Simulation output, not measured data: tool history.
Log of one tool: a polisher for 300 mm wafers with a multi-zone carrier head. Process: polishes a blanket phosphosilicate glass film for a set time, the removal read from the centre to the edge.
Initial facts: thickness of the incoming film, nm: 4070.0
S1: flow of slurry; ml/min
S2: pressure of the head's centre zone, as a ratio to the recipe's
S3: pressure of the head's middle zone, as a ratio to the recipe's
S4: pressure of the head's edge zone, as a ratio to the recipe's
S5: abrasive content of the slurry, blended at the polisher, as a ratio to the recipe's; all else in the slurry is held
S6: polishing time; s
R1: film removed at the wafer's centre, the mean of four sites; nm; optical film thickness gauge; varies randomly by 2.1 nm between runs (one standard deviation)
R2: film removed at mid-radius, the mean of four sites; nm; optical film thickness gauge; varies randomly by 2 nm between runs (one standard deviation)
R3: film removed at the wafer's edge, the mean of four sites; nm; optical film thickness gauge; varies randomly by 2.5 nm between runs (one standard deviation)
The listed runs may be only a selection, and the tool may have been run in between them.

run	hour	S1	S2	S3	S4	S5	S6	R1	R2	R3
1	0.0	210	1.00	1.00	1.00	1.00	32	326.05	340.34	329.29
2	0.8	210	1.00	1.00	1.00	1.20	32	360.62	355.92	342.75
3	9.6	210	1.00	1.00	1.00	1.10	32	339.69	346.51	341.54
4	15.6	215	1.02	1.00	0.98	1.05	30	320.21	323.70	311.54
5	16.3	215	1.04	1.00	0.96	1.00	29	313.44	301.63	287.67
6	21.8	215	1.04	1.00	0.95	0.95	28	295.42	280.87	274.59
7	29.0	215	1.05	1.01	0.94	0.90	27	286.33	271.12	257.79
8	37.0	225	1.02	0.99	0.84	0.65	21	185.50	175.47	164.93

Expected results for the next run?
9	37.9	230	1.03	1.00	0.84	0.65	21	?	?	?

{"run 9": {"R1": 183.01, "R2": 182.62, "R3": 161.16}}
